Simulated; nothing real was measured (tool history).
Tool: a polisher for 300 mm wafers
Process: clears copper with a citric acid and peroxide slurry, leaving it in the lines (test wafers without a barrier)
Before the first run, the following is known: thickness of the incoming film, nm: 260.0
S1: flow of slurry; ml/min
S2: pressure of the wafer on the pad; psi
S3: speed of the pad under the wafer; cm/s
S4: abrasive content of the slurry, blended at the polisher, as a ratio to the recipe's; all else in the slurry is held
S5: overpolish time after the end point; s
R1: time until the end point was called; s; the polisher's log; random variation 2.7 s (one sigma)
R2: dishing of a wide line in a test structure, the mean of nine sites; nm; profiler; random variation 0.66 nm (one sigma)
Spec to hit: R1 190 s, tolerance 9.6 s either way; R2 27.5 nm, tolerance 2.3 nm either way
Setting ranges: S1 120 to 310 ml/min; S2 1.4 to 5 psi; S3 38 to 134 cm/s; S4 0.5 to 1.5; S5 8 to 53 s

run 1 hour=0 | S1=200 S2=3.2 S3=86 S4=1 S5=27 | R1=117.12 R2=30.755
run 2 hour=2.5 | S1=200 S2=2.9 S3=86 S4=1 S5=29 | R1=128.99 R2=31.36
run 3 hour=10.1 | S1=200 S2=2.9 S3=100 S4=1 S5=29 | R1=108.54 R2=32.857
run 4 hour=17.5 | S1=150 S2=2.9 S3=100 S4=1 S5=29 | R1=112.13 R2=31.811
run 5 hour=20.1 | S1=150 S2=2.6 S3=98 S4=1 S5=30 | R1=128.23 R2=31.335
run 6 hour=26.1 | S1=150 S2=2.4 S3=98 S4=1 S5=30 | R1=137.73 R2=28.469
run 7 hour=28.1 | S1=150 S2=2.2 S3=98 S4=1 S5=32 | R1=147.99 R2=28.578
run 8 hour=29.8 | S1=150 S2=2.1 S3=98 S4=1 S5=33 | R1=152.68 R2=27.85
run 9 hour=34.5 | S1=150 S2=1.4 S3=96 S4=1 S5=42 | R1=225.74 R2=25.389
run 10 hour=41.5 | S1=150 S2=1.5 S3=96 S4=1 S5=42 | R1=214.15 R2=25.968
run 11 hour=46 | S1=150 S2=1.6 S3=96 S4=1 S5=42 | R1=202.16 R2=26.302

Consider the 5 candidate settings below. Which is the only one whose results all fall within their allowed miss of target?
run A hour=50.5 | S1=180 S2=1.7 S3=82 S4=0.85 S5=47 | R1=? R2=?
run B hour=50.5 | S1=120 S2=1.9 S3=76 S4=1.15 S5=50 | R1=? R2=?
run C hour=50.5 | S1=185 S2=1.6 S3=96 S4=1.05 S5=40 | R1=? R2=?
run D hour=50.5 | S1=150 S2=1.6 S3=88 S4=0.95 S5=40 | R1=? R2=?
run E hour=50.5 | S1=175 S2=1.7 S3=86 S4=0.95 S5=43 | R1=? R2=?

move=A R1=219.12 R2=27.186
move=B R1=213.3 R2=28.867
move=C R1=188.41 R2=26.865
move=D R1=216.07 R2=24.683
move=E R1=204.92 R2=26.807
A: the biggest miss grows against the last run
B: the biggest miss grows against the last run
C: in spec on every target
D: the biggest miss grows against the last run
E: the biggest miss grows against the last run
Correct choice: C, which meets every target

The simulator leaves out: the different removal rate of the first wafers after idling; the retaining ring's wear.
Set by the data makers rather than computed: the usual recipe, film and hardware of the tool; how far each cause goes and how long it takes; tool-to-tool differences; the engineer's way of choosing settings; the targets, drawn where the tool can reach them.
